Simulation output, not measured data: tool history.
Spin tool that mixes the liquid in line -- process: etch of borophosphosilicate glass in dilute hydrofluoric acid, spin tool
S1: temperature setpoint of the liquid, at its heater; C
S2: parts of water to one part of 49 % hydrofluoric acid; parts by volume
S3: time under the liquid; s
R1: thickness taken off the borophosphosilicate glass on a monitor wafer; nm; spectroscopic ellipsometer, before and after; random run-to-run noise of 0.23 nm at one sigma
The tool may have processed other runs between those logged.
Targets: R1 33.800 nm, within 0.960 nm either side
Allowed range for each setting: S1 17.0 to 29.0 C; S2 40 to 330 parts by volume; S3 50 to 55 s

run,hour,S1,S2,S3,R1
1,0.0,21.0,185,50,17.461
2,3.4,24.0,185,50,19.537
3,8.7,24.0,135,50,28.382
4,10.5,24.0,135,55,31.309
5,16.8,24.0,135,50,28.566
6,18.2,24.5,135,50,28.946
7,20.9,25.0,135,50,29.561
8,23.1,25.5,135,50,30.387
9,29.4,26.0,135,50,31.142
10,30.5,26.5,135,50,31.135
11,36.4,27.0,135,50,31.718

Consider the 5 candidate settings below. Which is the only one whose results all fall within their allowed miss of target?
A,42.3,29.0,155,55,?
B,42.3,24.5,135,55,?
C,42.3,25.5,140,55,?
D,42.3,21.5,115,55,?
E,42.3,29.0,145,50,?

move,R1
A,32.250
B,32.082
C,31.950
D,34.257
E,31.744
A: nearer the targets than the last run, but a result is still out of spec
B: nearer the targets than the last run, but a result is still out of spec
C: nearer the targets than the last run, but a result is still out of spec
D: meets every target
E: no nearer and no further than the last run
The move that meets every target is D.

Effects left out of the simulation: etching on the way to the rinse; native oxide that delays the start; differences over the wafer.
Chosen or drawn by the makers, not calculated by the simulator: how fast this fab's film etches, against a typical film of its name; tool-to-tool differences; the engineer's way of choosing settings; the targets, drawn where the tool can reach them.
